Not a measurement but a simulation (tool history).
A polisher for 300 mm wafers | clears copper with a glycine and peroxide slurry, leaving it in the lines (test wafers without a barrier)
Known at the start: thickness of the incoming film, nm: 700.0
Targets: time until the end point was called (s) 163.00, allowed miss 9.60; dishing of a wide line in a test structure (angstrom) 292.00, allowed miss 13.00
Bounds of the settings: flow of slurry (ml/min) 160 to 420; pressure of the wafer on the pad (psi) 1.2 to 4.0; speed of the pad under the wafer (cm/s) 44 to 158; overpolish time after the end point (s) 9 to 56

run	hour	flow of slurry (ml/min)	pressure of the wafer on the pad (psi)	speed of the pad under the wafer (cm/s)	overpolish time after the end point (s)	time until the end point was called (s)	dishing of a wide line in a test structure (angstrom)
1	0.0	270	2.6	100	29	176.33	672.76
2	6.8	250	2.3	108	25	180.50	596.24
3	12.9	250	1.7	108	25	200.26	547.89
4	19.9	250	1.7	108	20	200.81	472.23
5	24.7	285	1.6	110	18	201.38	436.83
6	33.0	335	1.6	110	18	194.51	432.28
7	38.7	350	1.5	112	16	202.91	394.25
8	46.5	365	1.4	116	15	201.02	379.98
9	47.9	375	1.4	120	14	191.35	359.35
10	49.2	385	1.4	124	13	184.36	359.46
11	51.5	390	1.4	126	12	186.96	327.23
12	52.1	390	1.4	130	11	178.46	320.33
13	55.5	390	1.4	132	11	173.79	318.46
14	59.8	390	1.4	134	11	171.81	323.06
15	64.7	390	1.4	136	11	174.49	321.16
16	71.0	390	1.4	138	11	170.65	327.00
17	75.5	355	1.2	148	9	170.57	270.79

5 next moves are on the table. One of them brings every result within its allowed miss. Which?
A	80.0	325	1.2	144	9	?	?
B	80.0	380	1.2	142	9	?	?
C	80.0	280	1.8	138	9	?	?
D	80.0	215	1.2	146	10	?	?
E	80.0	315	1.2	148	9	?	?

move	time until the end point was called (s)	dishing of a wide line in a test structure (angstrom)
A	176.78	271.91
B	176.55	272.29
C	159.39	299.33
D	183.14	288.20
E	173.37	276.23
A: nearer than the last run, and not there yet
B: nearer than the last run, and not there yet
C: meets every target
D: brings the result that was furthest off to its target, and leaves another outside
E: nearer than the last run, and not there yet
Move C is the one to make.
